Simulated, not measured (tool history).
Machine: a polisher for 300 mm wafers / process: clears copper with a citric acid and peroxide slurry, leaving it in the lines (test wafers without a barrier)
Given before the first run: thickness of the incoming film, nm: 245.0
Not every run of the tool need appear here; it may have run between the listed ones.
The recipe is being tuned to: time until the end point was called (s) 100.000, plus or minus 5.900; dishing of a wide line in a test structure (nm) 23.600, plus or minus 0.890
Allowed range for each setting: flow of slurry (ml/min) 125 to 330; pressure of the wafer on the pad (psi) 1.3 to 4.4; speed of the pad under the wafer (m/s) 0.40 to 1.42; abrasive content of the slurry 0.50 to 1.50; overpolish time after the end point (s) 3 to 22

run  hour  flow of slurry (ml/min)  pressure of the wafer on the pad (psi)  speed of the pad under the wafer (m/s)  abrasive content of the slurry  overpolish time after the end point (s)  time until the end point was called (s)  dishing of a wide line in a test structure (nm)
  1   0.0                      210                                     2.8                                    0.90                            1.00                                       11                                  127.970                                           14.629
  2   7.7                      205                                     2.9                                    0.90                            1.00                                       12                                  127.760                                           16.647
  3  10.7                      205                                     3.1                                    0.90                            1.00                                       12                                  120.230                                           16.901
  4  12.8                      205                                     3.1                                    0.90                            1.20                                       12                                  121.460                                           17.583
  5  15.8                      205                                     3.2                                    0.90                            1.20                                       12                                  114.600                                           18.409
  6  17.6                      205                                     3.3                                    0.90                            1.20                                       12                                  113.930                                           18.451
  7  19.0                      205                                     3.4                                    0.90                            1.20                                       12                                  109.290                                           18.811
  8  22.4                      205                                     3.4                                    0.90                            1.20                                       12                                  111.710                                           18.808

5 next moves are on the table. One of them brings every result within its allowed miss. Which?
  A  25.8                      195                                     3.6                                    0.96                            1.25                                       14                                        ?                                                ?
  B  25.8                      200                                     3.2                                    0.80                            1.25                                       10                                        ?                                                ?
  C  25.8                      195                                     3.2                                    1.04                            1.30                                        9                                        ?                                                ?
  D  25.8                      195                                     3.1                                    0.80                            1.30                                       17                                        ?                                                ?
  E  25.8                      195                                     3.4                                    0.74                            1.20                                       11                                        ?                                                ?

move  time until the end point was called (s)  dishing of a wide line in a test structure (nm)
   A                                   99.484                                           23.334
   B                                  124.810                                           13.728
   C                                  101.550                                           15.106
   D                                  127.470                                           22.146
   E                                  127.650                                           14.725
A: each result inside its tolerance
B: further off than the last run
C: further off than the last run
D: nearer the targets than the last run, but a result is still out of spec
E: further off than the last run
The move that meets every target is A.
